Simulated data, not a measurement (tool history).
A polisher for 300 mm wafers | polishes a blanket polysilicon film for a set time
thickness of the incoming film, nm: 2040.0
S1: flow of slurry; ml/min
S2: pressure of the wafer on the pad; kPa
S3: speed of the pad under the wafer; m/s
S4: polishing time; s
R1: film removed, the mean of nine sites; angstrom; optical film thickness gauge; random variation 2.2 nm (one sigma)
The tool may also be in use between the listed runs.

run  hour   S1    S2    S3  S4      R1
  1   0.0  310  15.9  1.14  41  2608.2
  2   4.3  310  15.9  1.14  36  2228.7
  3  10.3  310  15.9  1.26  36  2554.2
  4  11.9  310  15.9  1.00  36  1986.8
  5  15.3  310  15.9  1.20  36  2405.8
  6  16.2  310  19.3  1.20  36  2898.3
  7  22.2  310  19.3  1.20  36  2952.8
  8  27.0  310  17.2  1.18  36  2568.4

Run 9 comes next. What will it give?
  9  33.1  310  13.1  1.10  36   ?

{"run 9": {"R1": 1834.7}}
